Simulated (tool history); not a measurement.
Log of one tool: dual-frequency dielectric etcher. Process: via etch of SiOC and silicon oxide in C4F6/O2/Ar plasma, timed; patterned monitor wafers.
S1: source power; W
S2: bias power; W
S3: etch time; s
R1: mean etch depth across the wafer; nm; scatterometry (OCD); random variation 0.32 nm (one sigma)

run	day	S1	S2	S3	R1
1	0	490	178	61	71.688
2	0.15	520	179	61	72.938
3	0.4	520	179	64	76.372
4	0.679	520	179	64	76.641
5	0.871	480	179	64	74.504
6	1	480	179	61	71.325
7	1.254	520	182	61	73.2
8	1.575	550	183	61	74.447

Forecast run 9:
9	1.738	570	184	61	?

R1: 75.687 nm
